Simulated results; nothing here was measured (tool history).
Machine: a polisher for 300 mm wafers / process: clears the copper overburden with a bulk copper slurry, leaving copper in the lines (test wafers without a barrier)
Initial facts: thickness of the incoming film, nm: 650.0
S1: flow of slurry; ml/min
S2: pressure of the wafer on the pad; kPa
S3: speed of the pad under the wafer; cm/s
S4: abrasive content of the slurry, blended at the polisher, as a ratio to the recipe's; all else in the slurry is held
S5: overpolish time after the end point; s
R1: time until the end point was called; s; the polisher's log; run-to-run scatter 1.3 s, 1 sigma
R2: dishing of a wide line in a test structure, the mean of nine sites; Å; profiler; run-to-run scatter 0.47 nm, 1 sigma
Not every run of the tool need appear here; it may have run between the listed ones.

run,hour,S1,S2,S3,S4,S5,R1,R2
1,0,235,19.3,132,1,28,51.164,401.8
2,2.2,235,19.3,132,1,19,51.384,399.94
3,4.4,235,16.5,118,1,16,65.004,378.23
4,6.2,235,13.1,118,1,16,76.014,365.51
5,12.6,245,11.7,102,1.05,14,94.155,321.47
6,19.6,275,11,92,1.15,12,103.03,297.13
7,26.6,300,10.3,86,1.25,11,110.76,263.21

Run 8 comes next. What will it give?
8,27.4,315,9.7,82,1.3,10,?,?

{"run 8": {"R1": 122.32, "R2": 253.27}}

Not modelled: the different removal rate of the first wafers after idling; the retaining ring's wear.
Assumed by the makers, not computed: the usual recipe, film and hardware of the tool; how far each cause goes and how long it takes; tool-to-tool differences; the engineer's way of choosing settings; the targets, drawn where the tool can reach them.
